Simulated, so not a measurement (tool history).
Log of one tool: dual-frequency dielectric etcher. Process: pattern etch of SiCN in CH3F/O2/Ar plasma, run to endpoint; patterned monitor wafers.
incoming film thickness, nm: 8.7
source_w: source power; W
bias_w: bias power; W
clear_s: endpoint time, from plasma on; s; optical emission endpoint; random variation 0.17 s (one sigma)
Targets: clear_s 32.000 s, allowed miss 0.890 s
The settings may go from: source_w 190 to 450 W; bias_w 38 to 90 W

run 1 hour=0.0 | source_w=320 bias_w=64 | clear_s=28.375
run 2 hour=3.3 | source_w=350 bias_w=64 | clear_s=27.486
run 3 hour=4.4 | source_w=330 bias_w=62 | clear_s=28.237
run 4 hour=6.1 | source_w=330 bias_w=66 | clear_s=27.451
run 5 hour=7.3 | source_w=330 bias_w=59 | clear_s=28.646
run 6 hour=14.1 | source_w=370 bias_w=59 | clear_s=27.314
run 7 hour=17.4 | source_w=350 bias_w=57 | clear_s=28.443
run 8 hour=24.6 | source_w=340 bias_w=56 | clear_s=28.559
run 9 hour=26.8 | source_w=320 bias_w=54 | clear_s=29.633

Which of these 5 next moves meets every target?
run A hour=29.0 | source_w=430 bias_w=57 | clear_s=?
run B hour=29.0 | source_w=310 bias_w=40 | clear_s=?
run C hour=29.0 | source_w=310 bias_w=53 | clear_s=?
run D hour=29.0 | source_w=380 bias_w=62 | clear_s=?
run E hour=29.0 | source_w=250 bias_w=45 | clear_s=?

move=A clear_s=25.987
move=B clear_s=32.012
move=C clear_s=29.995
move=D clear_s=26.670
move=E clear_s=33.879
A: further off than the last run
B: meets every target
C: nearer than the last run, and not there yet
D: further off than the last run
E: takes the result that was furthest off past its target
The right move is B.
